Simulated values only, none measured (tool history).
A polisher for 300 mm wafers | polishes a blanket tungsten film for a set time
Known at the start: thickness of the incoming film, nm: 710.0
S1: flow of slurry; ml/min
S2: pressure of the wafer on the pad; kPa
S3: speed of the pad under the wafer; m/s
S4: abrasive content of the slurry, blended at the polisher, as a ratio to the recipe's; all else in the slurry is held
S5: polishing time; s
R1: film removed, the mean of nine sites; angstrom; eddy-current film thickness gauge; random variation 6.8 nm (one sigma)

run,hour,S1,S2,S3,S4,S5,R1
1,0,130,16.5,1.12,1,108,3805.9
2,7.8,155,16.5,1.12,1,108,3963.1
3,14.3,160,18.6,1.14,1,108,4594.3
4,16.7,160,18.6,1.14,1,113,4808.3
5,20.1,165,20,1.16,1,113,5189.7
6,25.4,165,17.2,1.16,1,113,4620.3

Run 7 has not been measured yet. What should we expect?
7,30,170,18.6,1.18,1,113,?

Run 7 produced R1 4997.8 angstrom.
